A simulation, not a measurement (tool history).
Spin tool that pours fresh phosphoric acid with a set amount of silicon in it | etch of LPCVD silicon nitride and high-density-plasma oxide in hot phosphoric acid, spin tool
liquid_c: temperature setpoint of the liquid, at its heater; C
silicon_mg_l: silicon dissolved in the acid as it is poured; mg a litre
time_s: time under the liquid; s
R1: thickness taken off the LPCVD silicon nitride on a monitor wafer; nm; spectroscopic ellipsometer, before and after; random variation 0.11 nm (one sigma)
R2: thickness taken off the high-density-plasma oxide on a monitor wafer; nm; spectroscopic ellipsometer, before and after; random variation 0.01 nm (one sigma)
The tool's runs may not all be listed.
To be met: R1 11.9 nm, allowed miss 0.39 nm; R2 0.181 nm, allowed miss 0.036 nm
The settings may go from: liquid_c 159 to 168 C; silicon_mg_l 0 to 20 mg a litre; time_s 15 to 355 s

Run 1, hour 0: liquid_c 164 C, silicon_mg_l 9 mg a litre, time_s 180 s. Result: R1 20.46 nm, R2 0.40529 nm.
Run 2, hour 1: liquid_c 162 C, silicon_mg_l 9 mg a litre, time_s 180 s. Result: R1 19.025 nm, R2 0.36413 nm.
Run 3, hour 8.1: liquid_c 162 C, silicon_mg_l 11.5 mg a litre, time_s 180 s. Result: R1 19.195 nm, R2 0.35279 nm.
Run 4, hour 9: liquid_c 162 C, silicon_mg_l 15 mg a litre, time_s 180 s. Result: R1 19.328 nm, R2 0.30023 nm.
Run 5, hour 13.7: liquid_c 162 C, silicon_mg_l 15 mg a litre, time_s 235 s. Result: R1 25.206 nm, R2 0.37477 nm.
Run 6, hour 20.1: liquid_c 162 C, silicon_mg_l 18 mg a litre, time_s 235 s. Result: R1 24.716 nm, R2 0.36299 nm.
Run 7, hour 21: liquid_c 161.5 C, silicon_mg_l 18 mg a litre, time_s 205 s. Result: R1 21.428 nm, R2 0.32448 nm.
Run 8, hour 24.5: liquid_c 161 C, silicon_mg_l 18.5 mg a litre, time_s 180 s. Result: R1 18.346 nm, R2 0.26572 nm.
Run 9, hour 28.1: liquid_c 160 C, silicon_mg_l 14.5 mg a litre, time_s 95 s. Result: R1 9.3866 nm, R2 0.13536 nm.
Run 10, hour 35.2: liquid_c 162.5 C, silicon_mg_l 20 mg a litre, time_s 100 s. Result: R1 10.889 nm, R2 0.1544 nm.

4 next moves are on the table. One of them brings every result within its allowed miss. Which?
Run A, hour 42.3: liquid_c 164 C, silicon_mg_l 2 mg a litre, time_s 105 s. Result: R1 ?, R2 ?.
Run B, hour 42.3: liquid_c 162.5 C, silicon_mg_l 18.5 mg a litre, time_s 110 s. Result: R1 ?, R2 ?.
Run C, hour 42.3: liquid_c 165 C, silicon_mg_l 8.5 mg a litre, time_s 110 s. Result: R1 ?, R2 ?.
Run D, hour 42.3: liquid_c 165.5 C, silicon_mg_l 7.5 mg a litre, time_s 100 s. Result: R1 ?, R2 ?.

move      R1       R2
   A  11.822  0.29056
   B  11.785  0.18789
   C  12.799  0.28717
   D  11.828   0.2765
A: brings the result that was furthest off to its target, and leaves another outside
B: meets every target
C: takes the result that was furthest off past its target
D: brings the result that was furthest off to its target, and leaves another outside
Answer: B
